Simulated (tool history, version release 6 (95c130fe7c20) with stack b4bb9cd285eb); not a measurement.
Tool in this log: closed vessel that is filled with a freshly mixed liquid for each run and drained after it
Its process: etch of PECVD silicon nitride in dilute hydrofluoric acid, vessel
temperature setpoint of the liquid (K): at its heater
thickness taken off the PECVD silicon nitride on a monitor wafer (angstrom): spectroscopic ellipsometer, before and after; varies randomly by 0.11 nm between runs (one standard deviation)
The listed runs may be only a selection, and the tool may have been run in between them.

run,day,temperature setpoint of the liquid (K),parts of water to one part of 49 % hydrofluoric acid (parts by volume),time in the liquid (s),thickness taken off the PECVD silicon nitride on a monitor wafer (angstrom)
1,0,298.15,80,770,167.05
2,0.321,298.65,80,770,171.49
3,0.679,300.15,80,770,189.27
4,0.912,300.15,80,770,188.31
5,1.2,300.65,80,770,196.78
6,1.242,300.65,100,770,156.67
7,1.467,301.65,100,770,165.56
8,1.758,302.15,100,770,171.96
9,1.858,302.65,100,770,178.75
10,1.983,303.15,100,770,183.02
11,2.208,303.65,100,770,187.87
12,2.246,303.65,100,770,188.05

What will run 13 give?
13,2.554,304.15,100,770,?

Run 13 measured thickness taken off the PECVD silicon nitride on a monitor wafer (angstrom) 195.1.
